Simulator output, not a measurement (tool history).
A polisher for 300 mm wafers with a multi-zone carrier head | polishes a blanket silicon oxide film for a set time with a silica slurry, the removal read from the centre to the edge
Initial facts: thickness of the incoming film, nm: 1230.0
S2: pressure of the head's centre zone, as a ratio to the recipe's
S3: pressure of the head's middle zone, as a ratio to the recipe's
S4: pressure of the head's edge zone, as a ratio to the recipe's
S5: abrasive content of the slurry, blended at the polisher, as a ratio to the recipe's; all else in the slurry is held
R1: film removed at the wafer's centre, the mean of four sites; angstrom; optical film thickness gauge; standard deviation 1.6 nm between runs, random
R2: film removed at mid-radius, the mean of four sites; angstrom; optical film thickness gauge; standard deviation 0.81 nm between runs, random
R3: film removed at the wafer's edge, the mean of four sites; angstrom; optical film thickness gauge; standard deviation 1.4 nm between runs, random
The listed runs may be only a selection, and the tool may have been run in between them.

{"run": 1, "hour": 0.0, "flow of slurry (ml/min)": 145, "S2": 1, "S3": 1, "S4": 1, "S5": 1, "polishing time (s)": 32, "R1": 797.74, "R2": 814.78, "R3": 791.81}
{"run": 2, "hour": 4.4, "flow of slurry (ml/min)": 170, "S2": 1, "S3": 1, "S4": 1, "S5": 1, "polishing time (s)": 32, "R1": 797.13, "R2": 850.33, "R3": 822}
{"run": 3, "hour": 12.9, "flow of slurry (ml/min)": 175, "S2": 1.03, "S3": 1, "S4": 1.03, "S5": 1.05, "polishing time (s)": 32, "R1": 864.64, "R2": 874.24, "R3": 840.58}
{"run": 4, "hour": 13.8, "flow of slurry (ml/min)": 175, "S2": 1.03, "S3": 1, "S4": 1.03, "S5": 1.05, "polishing time (s)": 39, "R1": 1054, "R2": 1063.7, "R3": 1038.6}
{"run": 5, "hour": 22.8, "flow of slurry (ml/min)": 175, "S2": 1.03, "S3": 1, "S4": 0.99, "S5": 1.05, "polishing time (s)": 39, "R1": 1058.1, "R2": 1046.2, "R3": 986.77}
{"run": 6, "hour": 29.5, "flow of slurry (ml/min)": 175, "S2": 1.03, "S3": 1, "S4": 0.99, "S5": 1.05, "polishing time (s)": 46, "R1": 1195.5, "R2": 1248.3, "R3": 1225.7}
{"run": 7, "hour": 35.7, "flow of slurry (ml/min)": 165, "S2": 1.03, "S3": 0.98, "S4": 0.96, "S5": 1.05, "polishing time (s)": 46, "R1": 1271.2, "R2": 1202.1, "R3": 1201.7}
{"run": 8, "hour": 38.0, "flow of slurry (ml/min)": 155, "S2": 1.01, "S3": 0.97, "S4": 0.94, "S5": 1, "polishing time (s)": 46, "R1": 1158.1, "R2": 1163.9, "R3": 1139}
{"run": 9, "hour": 46.6, "flow of slurry (ml/min)": 145, "S2": 1, "S3": 0.95, "S4": 0.93, "S5": 1, "polishing time (s)": 46, "R1": 1144, "R2": 1113.6, "R3": 1090.4}
{"run": 10, "hour": 52.9, "flow of slurry (ml/min)": 135, "S2": 0.99, "S3": 0.94, "S4": 0.95, "S5": 1, "polishing time (s)": 46, "R1": 1107.2, "R2": 1091.2, "R3": 1105.7}
{"run": 11, "hour": 57.4, "flow of slurry (ml/min)": 125, "S2": 0.99, "S3": 0.93, "S4": 0.95, "S5": 1, "polishing time (s)": 46, "R1": 1104.1, "R2": 1061.5, "R3": 1072.7}
{"run": 12, "hour": 58.2, "flow of slurry (ml/min)": 120, "S2": 0.99, "S3": 0.92, "S4": 0.96, "S5": 1, "polishing time (s)": 46, "R1": 1096.9, "R2": 1048.5, "R3": 1084.4}

Run 13, settings as shown, results not yet in. Your forecast:
{"run": 13, "hour": 65.1, "flow of slurry (ml/min)": 115, "S2": 0.99, "S3": 0.92, "S4": 0.96, "S5": 1, "polishing time (s)": 46, "R1": "?", "R2": "?", "R3": "?"}

R1: 1045.2 angstrom
R2: 1042.3 angstrom
R3: 1056 angstrom
